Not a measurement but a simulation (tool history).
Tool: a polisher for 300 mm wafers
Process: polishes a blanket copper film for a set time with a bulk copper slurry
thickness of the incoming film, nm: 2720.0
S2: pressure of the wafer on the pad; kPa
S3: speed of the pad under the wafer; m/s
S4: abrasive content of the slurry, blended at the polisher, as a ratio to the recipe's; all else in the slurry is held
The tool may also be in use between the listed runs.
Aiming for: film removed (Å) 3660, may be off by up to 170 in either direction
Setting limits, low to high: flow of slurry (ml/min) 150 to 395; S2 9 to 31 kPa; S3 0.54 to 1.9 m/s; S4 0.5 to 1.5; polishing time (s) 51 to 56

run 1 hour=0 | flow_of_slurry_(ml/min)=250 S2=20 S3=1.22 S4=1 polishing_time_(s)=56 | film_removed_(Å)=5208.3
run 2 hour=4.2 | flow_of_slurry_(ml/min)=250 S2=18.6 S3=1.22 S4=1 polishing_time_(s)=56 | film_removed_(Å)=4867.9
run 3 hour=7.3 | flow_of_slurry_(ml/min)=250 S2=18.6 S3=1.22 S4=1 polishing_time_(s)=56 | film_removed_(Å)=4918
run 4 hour=9.8 | flow_of_slurry_(ml/min)=250 S2=17.2 S3=1.22 S4=1 polishing_time_(s)=56 | film_removed_(Å)=4687.7
run 5 hour=17.9 | flow_of_slurry_(ml/min)=305 S2=17.2 S3=1.22 S4=1 polishing_time_(s)=56 | film_removed_(Å)=4610.9
run 6 hour=19.7 | flow_of_slurry_(ml/min)=305 S2=15.9 S3=1.22 S4=1 polishing_time_(s)=56 | film_removed_(Å)=4384.7
run 7 hour=24.5 | flow_of_slurry_(ml/min)=305 S2=15.9 S3=1.22 S4=1 polishing_time_(s)=56 | film_removed_(Å)=4434.1
run 8 hour=29.6 | flow_of_slurry_(ml/min)=305 S2=14.5 S3=1.22 S4=1 polishing_time_(s)=56 | film_removed_(Å)=4098.6

Exercise: of the 4 proposed moves below, exactly one satisfies all targets within the stated allowed misses. Which move is it?
run A hour=34.7 | flow_of_slurry_(ml/min)=340 S2=13.8 S3=1.04 S4=1.1 polishing_time_(s)=51 | film_removed_(Å)=?
run B hour=34.7 | flow_of_slurry_(ml/min)=350 S2=13.8 S3=1.18 S4=1.1 polishing_time_(s)=56 | film_removed_(Å)=?
run C hour=34.7 | flow_of_slurry_(ml/min)=280 S2=12.4 S3=1.18 S4=1.05 polishing_time_(s)=51 | film_removed_(Å)=?
run D hour=34.7 | flow_of_slurry_(ml/min)=380 S2=16.5 S3=1.08 S4=0.95 polishing_time_(s)=51 | film_removed_(Å)=?

move=A film_removed_(Å)=3173.4
move=B film_removed_(Å)=3940.6
move=C film_removed_(Å)=3221.3
move=D film_removed_(Å)=3638
A: moves the result that the last run missed by most past its target, out the other side
B: moves toward the targets from the last run without getting all of them in spec
C: moves the result that the last run missed by most past its target, out the other side
D: hits every target within its allowed miss
Correct choice: D, which meets every target
